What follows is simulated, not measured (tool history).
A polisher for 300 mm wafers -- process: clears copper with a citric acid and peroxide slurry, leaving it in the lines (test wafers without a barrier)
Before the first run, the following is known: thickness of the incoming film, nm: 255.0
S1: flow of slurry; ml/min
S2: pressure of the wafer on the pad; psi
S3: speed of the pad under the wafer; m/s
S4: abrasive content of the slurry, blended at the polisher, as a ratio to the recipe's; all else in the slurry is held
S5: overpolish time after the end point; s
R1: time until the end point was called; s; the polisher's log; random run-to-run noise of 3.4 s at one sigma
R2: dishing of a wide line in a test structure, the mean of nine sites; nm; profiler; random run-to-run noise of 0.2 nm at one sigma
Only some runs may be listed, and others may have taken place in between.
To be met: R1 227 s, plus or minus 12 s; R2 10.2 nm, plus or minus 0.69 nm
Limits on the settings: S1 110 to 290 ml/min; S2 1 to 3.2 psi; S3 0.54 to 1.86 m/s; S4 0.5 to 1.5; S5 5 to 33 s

| run | hour | S1 | S2 | S3 | S4 | S5 | R1 | R2 |
|---|---|---|---|---|---|---|---|---|
| 1 | 0 | 185 | 2.1 | 1.18 | 1 | 17 | 156.59 | 22.433 |
| 2 | 3 | 185 | 2.6 | 1.18 | 1 | 17 | 133.75 | 25.729 |
| 3 | 4.3 | 185 | 2.6 | 1.18 | 1.2 | 17 | 126.27 | 27.253 |
| 4 | 11 | 185 | 2.6 | 1.18 | 1.05 | 17 | 134.71 | 25.809 |
| 5 | 19 | 185 | 2.6 | 1.18 | 1.05 | 21 | 131.5 | 31.601 |
|  | 21.5 | worn pad replaced by a new one |
| 6 | 21.5 | 160 | 2.6 | 1.18 | 1.05 | 21 | 118.25 | 34.5 |
| 7 | 29.7 | 160 | 2.3 | 1.16 | 1.05 | 18 | 133.98 | 26.211 |
| 8 | 36.7 | 165 | 2.1 | 1.14 | 1.05 | 16 | 146.28 | 22.013 |
| 9 | 41.7 | 175 | 1.9 | 1.12 | 1.05 | 14 | 153.43 | 18.986 |
| 10 | 43.3 | 185 | 1.7 | 1.08 | 1.05 | 13 | 170.99 | 15.54 |
| 11 | 48.2 | 195 | 1.5 | 1.06 | 1.05 | 13 | 181.63 | 14.803 |
| 12 | 50.3 | 195 | 1.4 | 1.02 | 1.05 | 12 | 192.43 | 12.68 |
| 13 | 53.2 | 195 | 1.3 | 1 | 1.05 | 12 | 209.36 | 12.181 |
| 14 | 53.7 | 195 | 1.2 | 1 | 1.05 | 12 | 214.09 | 11.456 |
| 15 | 58.1 | 195 | 1.1 | 1 | 1.05 | 12 | 231.47 | 10.645 |

Which of these 4 next moves meets every target?
| A | 62.5 | 260 | 1.1 | 0.82 | 1.1 | 15 | ? | ? |
| B | 62.5 | 190 | 1.1 | 0.94 | 1.1 | 14 | ? | ? |
| C | 62.5 | 235 | 1 | 1.04 | 1.2 | 11 | ? | ? |
| D | 62.5 | 235 | 1 | 1.1 | 1 | 13 | ? | ? |

| move | R1 | R2 |
|---|---|---|
| A | 249.16 | 12.327 |
| B | 236.63 | 12.122 |
| C | 221.6 | 10.247 |
| D | 220.74 | 12.052 |
A: moves away from the targets compared with the last run
B: moves away from the targets compared with the last run
C: hits every target within its allowed miss
D: moves away from the targets compared with the last run
The right move is C.
